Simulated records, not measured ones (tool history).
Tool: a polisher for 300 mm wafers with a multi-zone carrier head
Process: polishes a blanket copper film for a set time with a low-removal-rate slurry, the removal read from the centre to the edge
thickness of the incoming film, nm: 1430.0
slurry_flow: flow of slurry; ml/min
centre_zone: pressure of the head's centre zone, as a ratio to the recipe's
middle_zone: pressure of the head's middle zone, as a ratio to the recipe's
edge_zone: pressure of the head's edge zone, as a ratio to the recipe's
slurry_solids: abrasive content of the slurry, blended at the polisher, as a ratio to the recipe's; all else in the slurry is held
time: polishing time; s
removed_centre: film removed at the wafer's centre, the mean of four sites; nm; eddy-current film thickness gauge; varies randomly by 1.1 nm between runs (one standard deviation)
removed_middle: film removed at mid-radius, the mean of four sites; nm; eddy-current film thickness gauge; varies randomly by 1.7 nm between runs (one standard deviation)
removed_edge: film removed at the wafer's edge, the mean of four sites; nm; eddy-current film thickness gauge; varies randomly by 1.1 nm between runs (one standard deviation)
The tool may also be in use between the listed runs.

| run | hour | slurry_flow | centre_zone | middle_zone | edge_zone | slurry_solids | time | removed_centre | removed_middle | removed_edge |
|---|---|---|---|---|---|---|---|---|---|---|
| 1 | 0.0 | 310 | 1.00 | 1.00 | 1.00 | 1.00 | 35 | 135.20 | 138.05 | 141.89 |
| 2 | 2.2 | 280 | 1.00 | 1.00 | 1.00 | 1.00 | 35 | 134.43 | 141.16 | 138.18 |
| 3 | 9.8 | 275 | 0.98 | 0.98 | 0.98 | 0.95 | 35 | 128.71 | 134.93 | 136.14 |
| 4 | 11.1 | 275 | 0.98 | 0.95 | 0.98 | 0.95 | 35 | 129.04 | 136.13 | 138.80 |
| 5 | 14.0 | 275 | 0.98 | 0.95 | 1.02 | 0.95 | 35 | 130.20 | 134.88 | 140.44 |
| 6 | 17.4 | 270 | 0.97 | 0.95 | 1.01 | 0.90 | 35 | 126.23 | 131.91 | 137.24 |
| 7 | 20.8 | 265 | 0.96 | 0.96 | 1.00 | 0.85 | 35 | 124.82 | 128.71 | 133.95 |
| 8 | 25.7 | 260 | 0.94 | 0.97 | 0.99 | 0.85 | 35 | 119.75 | 131.20 | 133.73 |
| 9 | 31.3 | 255 | 0.94 | 0.97 | 0.98 | 0.80 | 35 | 118.06 | 128.85 | 134.55 |
| 10 | 39.7 | 290 | 0.96 | 1.02 | 0.90 | 0.65 | 32 | 106.26 | 113.50 | 110.65 |
| 11 | 43.7 | 290 | 0.96 | 1.02 | 0.92 | 0.65 | 32 | 106.28 | 113.92 | 112.69 |
| 12 | 45.9 | 290 | 0.96 | 1.02 | 0.93 | 0.65 | 32 | 105.73 | 116.94 | 112.27 |
| 13 | 47.3 | 290 | 0.96 | 1.01 | 0.94 | 0.65 | 32 | 104.73 | 114.06 | 111.96 |

Predict the results of run 14:
| 14 | 51.8 | 290 | 0.96 | 1.01 | 0.95 | 0.70 | 32 | ? | ? | ? |

Run 14 yielded removed_centre 108.22 nm, removed_middle 117.79 nm, removed_edge 115.15 nm.
